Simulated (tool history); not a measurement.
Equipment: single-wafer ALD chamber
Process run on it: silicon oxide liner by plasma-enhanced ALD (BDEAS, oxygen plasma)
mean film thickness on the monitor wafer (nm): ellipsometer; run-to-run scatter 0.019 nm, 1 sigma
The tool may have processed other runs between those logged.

run	hour	heater temperature setpoint (°C)	number of ALD cycles (cycles)	mean film thickness on the monitor wafer (nm)
1	0.0	310	40	3.6315
2	8.0	310	35	3.1866
3	13.2	310	31	2.7913
4	14.3	310	27	2.4438
5	20.6	310	32	2.9008
6	28.1	310	27	2.4546
7	36.6	309	31	2.8085
8	42.1	301	37	3.3928
# hour 50.1: thermocouple changed; heater temperature recalibrated
9	50.1	301	39	3.6217
10	51.7	300	40	3.6929
11	54.3	300	41	3.7991
12	57.5	300	42	3.8955
13	60.2	300	43	3.9807
14	64.0	299	44	4.0871

Expected results for the next run?
15	70.6	298	45	?

For run 15 the tool returned mean film thickness on the monitor wafer (nm) 4.2259.

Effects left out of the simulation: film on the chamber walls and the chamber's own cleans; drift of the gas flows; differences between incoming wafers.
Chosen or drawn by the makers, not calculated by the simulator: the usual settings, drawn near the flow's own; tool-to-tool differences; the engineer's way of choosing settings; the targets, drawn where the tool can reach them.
